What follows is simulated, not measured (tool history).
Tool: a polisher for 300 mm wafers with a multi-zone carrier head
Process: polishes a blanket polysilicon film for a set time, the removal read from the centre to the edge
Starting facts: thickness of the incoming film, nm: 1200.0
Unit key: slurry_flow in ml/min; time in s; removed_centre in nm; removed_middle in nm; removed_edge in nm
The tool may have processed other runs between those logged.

run  hour  slurry_flow  centre_zone  middle_zone  edge_zone  time  removed_centre  removed_middle  removed_edge
  1   0.0          155         1.00         1.00       1.00    82          358.12          356.27        367.21
  2   6.2          150         0.99         1.00       0.96    78          336.73          345.10        337.56
  3  14.1          150         1.08         1.00       0.96    78          369.84          338.22        336.32
  4  16.9          175         1.08         1.00       0.96    78          388.44          348.03        347.49
  5  25.8          160         1.05         0.99       0.94    76          352.55          326.91        322.69
  6  31.6          160         1.05         1.05       0.94    76          366.74          347.18        324.37
  7  35.2          150         1.02         1.03       0.93    75          340.07          332.30        319.16

Predict the results of run 8:
  8  43.3          125         0.96         1.02       0.86    69               ?               ?             ?

Run 8 gave removed_centre 282.58 nm, removed_middle 288.23 nm, removed_edge 274.78 nm.

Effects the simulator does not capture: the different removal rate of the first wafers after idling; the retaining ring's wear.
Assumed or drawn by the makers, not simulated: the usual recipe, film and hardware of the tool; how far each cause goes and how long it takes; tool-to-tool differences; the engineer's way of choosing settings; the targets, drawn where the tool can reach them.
